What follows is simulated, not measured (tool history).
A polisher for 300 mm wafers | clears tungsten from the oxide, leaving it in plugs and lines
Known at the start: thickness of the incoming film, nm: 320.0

| run | hour | flow of slurry (ml/min) | pressure of the wafer on the pad (kPa) | speed of the pad under the wafer (m/s) | abrasive content of the slurry | overpolish time after the end point (s) | time until the end point was called (s) |
|---|---|---|---|---|---|---|---|
| 1 | 0 | 290 | 28.3 | 1.22 | 1 | 7 | 49.71 |
| 2 | 7.1 | 290 | 25.5 | 1.22 | 1 | 7 | 54.959 |
| 3 | 14.3 | 290 | 25.5 | 1.22 | 1 | 5 | 55.63 |
| 4 | 23.2 | 290 | 23.4 | 1.22 | 1 | 5 | 58.85 |
| 5 | 23.9 | 290 | 21.4 | 1.22 | 1 | 5 | 65.687 |
| 6 | 32.4 | 290 | 26.2 | 1.22 | 1 | 5 | 55.04 |

Forecast run 7:
| 7 | 40.1 | 290 | 18.6 | 1.2 | 1 | 5 | ? |

{"run 7": {"time until the end point was called (s)": 74.774}}
